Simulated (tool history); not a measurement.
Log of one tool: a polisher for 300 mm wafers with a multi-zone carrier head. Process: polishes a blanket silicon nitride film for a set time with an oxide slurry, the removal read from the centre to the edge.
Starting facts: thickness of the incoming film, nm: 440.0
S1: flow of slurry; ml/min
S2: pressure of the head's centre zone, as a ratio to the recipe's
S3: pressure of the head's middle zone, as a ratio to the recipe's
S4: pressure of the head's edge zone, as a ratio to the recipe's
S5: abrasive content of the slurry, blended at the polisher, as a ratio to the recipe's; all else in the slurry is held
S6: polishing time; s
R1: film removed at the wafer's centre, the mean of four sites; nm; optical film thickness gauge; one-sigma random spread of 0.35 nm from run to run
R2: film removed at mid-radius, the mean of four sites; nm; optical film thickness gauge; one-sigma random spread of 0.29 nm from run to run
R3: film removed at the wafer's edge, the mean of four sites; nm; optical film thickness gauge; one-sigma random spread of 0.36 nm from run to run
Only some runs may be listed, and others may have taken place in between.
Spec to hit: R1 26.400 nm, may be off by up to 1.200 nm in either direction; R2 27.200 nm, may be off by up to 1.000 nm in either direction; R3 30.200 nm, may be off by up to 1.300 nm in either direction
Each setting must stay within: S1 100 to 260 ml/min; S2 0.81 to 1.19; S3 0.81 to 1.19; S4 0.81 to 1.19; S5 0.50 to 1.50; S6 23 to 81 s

run 1 hour=0.0 | S1=165 S2=1.00 S3=1.00 S4=1.00 S5=1.00 S6=52 | R1=37.966 R2=41.568 R3=41.495
run 2 hour=4.7 | S1=160 S2=0.99 S3=0.98 S4=0.99 S5=0.95 S6=52 | R1=36.662 R2=40.000 R3=39.698
run 3 hour=12.2 | S1=135 S2=0.99 S3=0.98 S4=0.99 S5=0.95 S6=52 | R1=36.500 R2=38.373 R3=39.455
run 4 hour=13.9 | S1=135 S2=1.07 S3=0.98 S4=0.99 S5=0.95 S6=52 | R1=39.265 R2=38.536 R3=40.019
run 5 hour=18.8 | S1=135 S2=1.07 S3=0.98 S4=0.99 S5=0.80 S6=52 | R1=36.814 R2=35.810 R3=37.120
-- hour=20.6 centre zone pressure recalibrated
run 6 hour=20.6 | S1=135 S2=1.05 S3=0.97 S4=0.99 S5=0.75 S6=52 | R1=36.991 R2=34.772 R3=36.521
run 7 hour=21.7 | S1=135 S2=1.02 S3=0.97 S4=1.00 S5=0.70 S6=51 | R1=33.489 R2=32.952 R3=33.999
run 8 hour=25.5 | S1=130 S2=1.00 S3=0.96 S4=1.01 S5=0.70 S6=51 | R1=33.863 R2=32.866 R3=34.391
run 9 hour=26.1 | S1=130 S2=0.97 S3=0.96 S4=1.03 S5=0.70 S6=50 | R1=32.065 R2=32.075 R3=34.656
run 10 hour=33.1 | S1=130 S2=0.95 S3=0.95 S4=1.03 S5=0.70 S6=50 | R1=31.246 R2=32.081 R3=34.020
run 11 hour=36.1 | S1=130 S2=0.94 S3=0.94 S4=1.03 S5=0.70 S6=50 | R1=31.708 R2=31.734 R3=34.404
run 12 hour=41.3 | S1=130 S2=0.93 S3=0.94 S4=1.03 S5=0.65 S6=50 | R1=29.514 R2=30.122 R3=32.861

Which one of the following 5 next-run settings gets every result inside its allowed miss? There is exactly one.
run A hour=46.5 | S1=120 S2=0.93 S3=0.94 S4=1.12 S5=0.60 S6=46 | R1=? R2=? R3=?
run B hour=46.5 | S1=135 S2=1.16 S3=1.05 S4=0.99 S5=0.65 S6=44 | R1=? R2=? R3=?
run C hour=46.5 | S1=175 S2=0.81 S3=1.03 S4=1.01 S5=0.70 S6=47 | R1=? R2=? R3=?
run D hour=46.5 | S1=135 S2=1.09 S3=0.83 S4=1.03 S5=0.65 S6=47 | R1=? R2=? R3=?
run E hour=46.5 | S1=145 S2=1.15 S3=0.98 S4=0.96 S5=0.55 S6=50 | R1=? R2=? R3=?

move=A R1=26.054 R2=27.253 R3=30.243
move=B R1=32.720 R2=30.038 R3=28.895
move=C R1=26.209 R2=33.742 R3=32.849
move=D R1=32.802 R2=26.377 R3=31.386
move=E R1=34.837 R2=30.407 R3=30.623
A: meets every target
B: further off than the last run
C: further off than the last run
D: gets the furthest-off result to its target, but another result is out of tolerance
E: further off than the last run
A is the move that brings every result within its allowed miss.

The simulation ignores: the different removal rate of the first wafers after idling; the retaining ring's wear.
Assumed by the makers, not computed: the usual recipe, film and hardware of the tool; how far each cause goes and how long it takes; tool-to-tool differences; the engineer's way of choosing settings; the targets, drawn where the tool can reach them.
